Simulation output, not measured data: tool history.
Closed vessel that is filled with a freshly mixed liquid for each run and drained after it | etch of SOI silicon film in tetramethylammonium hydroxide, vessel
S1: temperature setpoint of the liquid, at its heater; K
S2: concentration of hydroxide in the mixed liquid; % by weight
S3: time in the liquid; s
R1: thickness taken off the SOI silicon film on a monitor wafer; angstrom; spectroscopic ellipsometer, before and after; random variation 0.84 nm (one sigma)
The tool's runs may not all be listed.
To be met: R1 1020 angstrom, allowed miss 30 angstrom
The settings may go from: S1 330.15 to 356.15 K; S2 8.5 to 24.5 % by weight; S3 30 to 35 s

| run | hour | S1 | S2 | S3 | R1 |
|---|---|---|---|---|---|
| 1 | 0 | 343.15 | 16.5 | 35 | 1860.4 |
| 2 | 5.4 | 343.15 | 18.5 | 35 | 1776.6 |
| 3 | 13.8 | 343.15 | 16.5 | 35 | 1842.2 |
| 4 | 18.7 | 340.15 | 16.5 | 35 | 1570.8 |
| 5 | 24.4 | 338.15 | 16.5 | 35 | 1366.2 |
| 6 | 25.9 | 336.65 | 16.5 | 35 | 1236.3 |
| 7 | 28.1 | 335.65 | 16.5 | 35 | 1183.9 |
| 8 | 32.4 | 332.65 | 16.5 | 35 | 987.89 |

Which of these 5 next moves meets every target?
| A | 36.7 | 335.15 | 21.5 | 35 | ? |
| B | 36.7 | 334.65 | 17.5 | 35 | ? |
| C | 36.7 | 332.15 | 12.5 | 35 | ? |
| D | 36.7 | 337.15 | 16.5 | 30 | ? |
| E | 36.7 | 334.65 | 17 | 35 | ? |

| move | R1 |
|---|---|
| A | 1021.5 |
| B | 1087.2 |
| C | 1074.4 |
| D | 1110.3 |
| E | 1099.3 |
A: meets every target
B: takes the result that was furthest off past its target
C: takes the result that was furthest off past its target
D: takes the result that was furthest off past its target
E: takes the result that was furthest off past its target
Answer: A
